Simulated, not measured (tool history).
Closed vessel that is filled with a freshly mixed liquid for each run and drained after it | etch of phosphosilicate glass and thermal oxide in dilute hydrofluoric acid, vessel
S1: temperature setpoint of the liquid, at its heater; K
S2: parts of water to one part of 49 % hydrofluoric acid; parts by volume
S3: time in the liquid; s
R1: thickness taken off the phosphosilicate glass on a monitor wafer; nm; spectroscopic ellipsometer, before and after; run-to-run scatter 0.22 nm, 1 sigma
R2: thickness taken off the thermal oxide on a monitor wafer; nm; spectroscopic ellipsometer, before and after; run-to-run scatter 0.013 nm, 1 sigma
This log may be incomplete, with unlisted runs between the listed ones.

run 1 hour=0.0 | S1=294.15 S2=135 S3=75 | R1=55.767 R2=2.3588
run 2 hour=4.6 | S1=294.15 S2=160 S3=75 | R1=46.130 R2=1.9918
run 3 hour=11.3 | S1=297.65 S2=160 S3=75 | R1=52.945 R2=2.2398
run 4 hour=12.9 | S1=296.15 S2=160 S3=75 | R1=49.932 R2=2.1070
run 5 hour=14.7 | S1=294.65 S2=175 S3=75 | R1=42.153 R2=1.8002
run 6 hour=17.2 | S1=297.15 S2=175 S3=75 | R1=46.577 R2=1.9867
run 7 hour=24.7 | S1=295.15 S2=185 S3=75 | R1=40.345 R2=1.6885

Predict the results of run 8:
run 8 hour=25.6 | S1=293.65 S2=195 S3=75 | R1=? R2=?

Logged for run 8: R1 35.917 nm, R2 1.4960 nm.
